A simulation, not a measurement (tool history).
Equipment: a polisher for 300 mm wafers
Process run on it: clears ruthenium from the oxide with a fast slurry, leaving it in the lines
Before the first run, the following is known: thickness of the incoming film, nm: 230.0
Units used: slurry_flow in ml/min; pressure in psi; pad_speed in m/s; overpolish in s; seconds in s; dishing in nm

Run 1, hour 0.0: slurry_flow 130 ml/min, pressure 2.6 psi, pad_speed 0.86 m/s, slurry_solids 1.00, overpolish 8 s. Result: seconds 64.581 s, dishing 23.3960 nm.
Run 2, hour 4.6: slurry_flow 135 ml/min, pressure 2.9 psi, pad_speed 0.86 m/s, slurry_solids 1.00, overpolish 6 s. Result: seconds 57.048 s, dishing 19.6460 nm.
Run 3, hour 9.3: slurry_flow 150 ml/min, pressure 3.2 psi, pad_speed 0.84 m/s, slurry_solids 1.00, overpolish 5 s. Result: seconds 53.685 s, dishing 17.5170 nm.
Run 4, hour 14.7: slurry_flow 120 ml/min, pressure 3.2 psi, pad_speed 0.84 m/s, slurry_solids 1.00, overpolish 5 s. Result: seconds 56.778 s, dishing 17.0850 nm.
Run 5, hour 19.0: slurry_flow 120 ml/min, pressure 3.2 psi, pad_speed 0.84 m/s, slurry_solids 0.85, overpolish 5 s. Result: seconds 58.630 s, dishing 16.1940 nm.
Run 6, hour 23.9: slurry_flow 120 ml/min, pressure 3.2 psi, pad_speed 0.84 m/s, slurry_solids 0.85, overpolish 3 s. Result: seconds 59.138 s, dishing 9.9462 nm.
Run 7, hour 29.3: slurry_flow 130 ml/min, pressure 3.5 psi, pad_speed 0.88 m/s, slurry_solids 0.85, overpolish 3 s. Result: seconds 49.405 s, dishing 11.3410 nm.

What will run 8 give?
Run 8, hour 32.4: slurry_flow 130 ml/min, pressure 3.7 psi, pad_speed 0.90 m/s, slurry_solids 0.90, overpolish 3 s. Result: seconds ?, dishing ?.

{"run 8": {"seconds": 46.582, "dishing": 12.31}}

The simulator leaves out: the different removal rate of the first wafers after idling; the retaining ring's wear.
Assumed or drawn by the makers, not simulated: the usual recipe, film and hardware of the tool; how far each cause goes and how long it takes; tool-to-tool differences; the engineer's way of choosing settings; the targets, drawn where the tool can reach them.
